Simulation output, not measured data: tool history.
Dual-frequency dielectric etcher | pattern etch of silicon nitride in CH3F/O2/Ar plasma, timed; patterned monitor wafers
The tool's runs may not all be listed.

run    day  source power (W)  bias power (W)  etch time (s)  mean etch depth across the wafer (nm)
  1      0               490              54             44                                 28.506
  2  0.325               550              54             44                                 29.572
  3   0.45               500              54             44                                 28.514
  4  0.804               500              54             44                                 28.455
  5  0.996               500              57             44                                 29.197
  6  1.108               540              57             44                                 29.757
  7  1.138               520              55             44                                 29.119
  8  1.233               500              54             44                                 28.408
     1.304  -- bias power generator calibrated
  9  1.304               480              53             44                                   27.6
 10  1.517               480              53             44                                 27.691
 11  1.696               470              53             44                                 27.651
 12   1.95               470              53             44                                 27.654

Expected results for the next run?
 13  2.233               470              53             44                                      ?

Run 13 yielded mean etch depth across the wafer (nm) 27.655.

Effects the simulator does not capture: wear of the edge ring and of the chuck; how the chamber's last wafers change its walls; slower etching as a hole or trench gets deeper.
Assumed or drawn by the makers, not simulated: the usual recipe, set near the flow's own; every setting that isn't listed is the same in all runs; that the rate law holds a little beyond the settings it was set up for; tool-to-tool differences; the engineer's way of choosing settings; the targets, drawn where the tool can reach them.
